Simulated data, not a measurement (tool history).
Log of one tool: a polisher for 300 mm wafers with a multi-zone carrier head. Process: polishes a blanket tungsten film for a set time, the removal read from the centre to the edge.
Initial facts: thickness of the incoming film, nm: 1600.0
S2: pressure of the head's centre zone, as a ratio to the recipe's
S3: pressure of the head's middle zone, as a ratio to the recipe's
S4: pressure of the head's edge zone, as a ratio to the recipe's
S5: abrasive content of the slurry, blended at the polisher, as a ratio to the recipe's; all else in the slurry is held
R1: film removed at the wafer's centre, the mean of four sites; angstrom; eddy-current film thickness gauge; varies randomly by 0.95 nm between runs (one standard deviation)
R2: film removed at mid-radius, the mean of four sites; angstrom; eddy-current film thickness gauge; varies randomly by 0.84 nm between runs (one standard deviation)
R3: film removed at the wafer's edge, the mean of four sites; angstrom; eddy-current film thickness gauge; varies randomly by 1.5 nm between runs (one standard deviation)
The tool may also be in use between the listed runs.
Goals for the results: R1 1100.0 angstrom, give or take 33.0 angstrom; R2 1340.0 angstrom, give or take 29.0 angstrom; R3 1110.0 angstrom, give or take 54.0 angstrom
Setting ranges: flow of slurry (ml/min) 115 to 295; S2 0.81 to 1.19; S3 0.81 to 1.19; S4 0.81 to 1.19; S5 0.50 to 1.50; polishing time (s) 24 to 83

{"run": 1, "hour": 0.0, "flow of slurry (ml/min)": 190, "S2": 1.0, "S3": 1.0, "S4": 1.0, "S5": 1.0, "polishing time (s)": 53, "R1": 2099.6, "R2": 2114.1, "R3": 2077.0}
{"run": 2, "hour": 4.7, "flow of slurry (ml/min)": 185, "S2": 0.97, "S3": 1.02, "S4": 0.95, "S5": 0.85, "polishing time (s)": 47, "R1": 1771.2, "R2": 1859.5, "R3": 1806.9}
{"run": 3, "hour": 8.4, "flow of slurry (ml/min)": 215, "S2": 0.97, "S3": 1.02, "S4": 0.95, "S5": 0.85, "polishing time (s)": 47, "R1": 1796.1, "R2": 1893.4, "R3": 1788.0}
{"run": 4, "hour": 16.1, "flow of slurry (ml/min)": 215, "S2": 0.97, "S3": 1.02, "S4": 0.98, "S5": 0.85, "polishing time (s)": 47, "R1": 1794.4, "R2": 1895.0, "R3": 1812.0}
{"run": 5, "hour": 17.4, "flow of slurry (ml/min)": 215, "S2": 0.97, "S3": 1.02, "S4": 0.98, "S5": 0.7, "polishing time (s)": 47, "R1": 1771.2, "R2": 1859.2, "R3": 1740.8}
{"run": 6, "hour": 23.2, "flow of slurry (ml/min)": 190, "S2": 0.97, "S3": 1.02, "S4": 0.98, "S5": 0.7, "polishing time (s)": 47, "R1": 1729.2, "R2": 1816.2, "R3": 1742.0}
{"run": 7, "hour": 29.5, "flow of slurry (ml/min)": 190, "S2": 0.97, "S3": 1.02, "S4": 0.98, "S5": 0.7, "polishing time (s)": 47, "R1": 1702.2, "R2": 1843.1, "R3": 1698.9}
{"run": 8, "hour": 32.8, "flow of slurry (ml/min)": 180, "S2": 0.97, "S3": 1.04, "S4": 0.96, "S5": 0.65, "polishing time (s)": 42, "R1": 1521.5, "R2": 1601.3, "R3": 1478.3}
{"run": 9, "hour": 34.6, "flow of slurry (ml/min)": 175, "S2": 0.95, "S3": 1.07, "S4": 0.94, "S5": 0.6, "polishing time (s)": 40, "R1": 1378.5, "R2": 1558.5, "R3": 1412.7}
{"run": 10, "hour": 38.0, "flow of slurry (ml/min)": 180, "S2": 0.95, "S3": 1.09, "S4": 0.91, "S5": 0.55, "polishing time (s)": 38, "R1": 1316.5, "R2": 1491.8, "R3": 1331.1}
{"run": 11, "hour": 42.6, "flow of slurry (ml/min)": 175, "S2": 0.95, "S3": 1.12, "S4": 0.88, "S5": 0.55, "polishing time (s)": 36, "R1": 1256.5, "R2": 1450.3, "R3": 1182.8}
{"run": 12, "hour": 45.7, "flow of slurry (ml/min)": 165, "S2": 0.93, "S3": 1.11, "S4": 0.86, "S5": 0.55, "polishing time (s)": 36, "R1": 1218.6, "R2": 1432.6, "R3": 1199.6}
{"run": 13, "hour": 48.5, "flow of slurry (ml/min)": 160, "S2": 0.92, "S3": 1.11, "S4": 0.85, "S5": 0.55, "polishing time (s)": 36, "R1": 1186.2, "R2": 1408.9, "R3": 1185.1}
{"run": 14, "hour": 55.6, "flow of slurry (ml/min)": 155, "S2": 0.92, "S3": 1.11, "S4": 0.84, "S5": 0.55, "polishing time (s)": 36, "R1": 1177.1, "R2": 1405.1, "R3": 1162.8}
{"run": 15, "hour": 56.6, "flow of slurry (ml/min)": 145, "S2": 0.91, "S3": 1.11, "S4": 0.83, "S5": 0.55, "polishing time (s)": 36, "R1": 1127.5, "R2": 1399.8, "R3": 1166.8}
{"run": 16, "hour": 65.0, "flow of slurry (ml/min)": 140, "S2": 0.93, "S3": 1.11, "S4": 0.81, "S5": 0.5, "polishing time (s)": 34, "R1": 1083.7, "R2": 1289.1, "R3": 1067.6}
{"run": 17, "hour": 71.7, "flow of slurry (ml/min)": 140, "S2": 0.93, "S3": 1.11, "S4": 0.81, "S5": 0.5, "polishing time (s)": 34, "R1": 1085.5, "R2": 1301.5, "R3": 1067.8}
{"run": 18, "hour": 78.0, "flow of slurry (ml/min)": 145, "S2": 0.93, "S3": 1.11, "S4": 0.82, "S5": 0.5, "polishing time (s)": 34, "R1": 1103.4, "R2": 1310.4, "R3": 1099.8}

Which of these 5 next moves meets every target?
{"run": "A", "hour": 84.3, "flow of slurry (ml/min)": 145, "S2": 0.95, "S3": 1.07, "S4": 0.81, "S5": 0.75, "polishing time (s)": 33, "R1": "?", "R2": "?", "R3": "?"}
{"run": "B", "hour": 84.3, "flow of slurry (ml/min)": 115, "S2": 0.85, "S3": 1.01, "S4": 0.89, "S5": 0.5, "polishing time (s)": 40, "R1": "?", "R2": "?", "R3": "?"}
{"run": "C", "hour": 84.3, "flow of slurry (ml/min)": 150, "S2": 0.92, "S3": 1.02, "S4": 0.82, "S5": 0.5, "polishing time (s)": 35, "R1": "?", "R2": "?", "R3": "?"}
{"run": "D", "hour": 84.3, "flow of slurry (ml/min)": 140, "S2": 0.99, "S3": 1.19, "S4": 0.81, "S5": 0.55, "polishing time (s)": 35, "R1": "?", "R2": "?", "R3": "?"}
{"run": "E", "hour": 84.3, "flow of slurry (ml/min)": 165, "S2": 0.94, "S3": 1.16, "S4": 0.89, "S5": 0.5, "polishing time (s)": 33, "R1": "?", "R2": "?", "R3": "?"}

move=A R1=1125.3 R2=1277.6 R3=1090.2
move=B R1=1099.1 R2=1339.6 R3=1270.5
move=C R1=1111.8 R2=1251.4 R3=1116.5
move=D R1=1192.0 R2=1422.1 R3=1108.3
move=E R1=1093.3 R2=1339.7 R3=1102.8
A: its largest miss is bigger than the last run's
B: brings the result that was furthest off to its target, and leaves another outside
C: its largest miss is bigger than the last run's
D: carries the result that was furthest off beyond its target, to the other side
E: all results in spec
E meets every target.

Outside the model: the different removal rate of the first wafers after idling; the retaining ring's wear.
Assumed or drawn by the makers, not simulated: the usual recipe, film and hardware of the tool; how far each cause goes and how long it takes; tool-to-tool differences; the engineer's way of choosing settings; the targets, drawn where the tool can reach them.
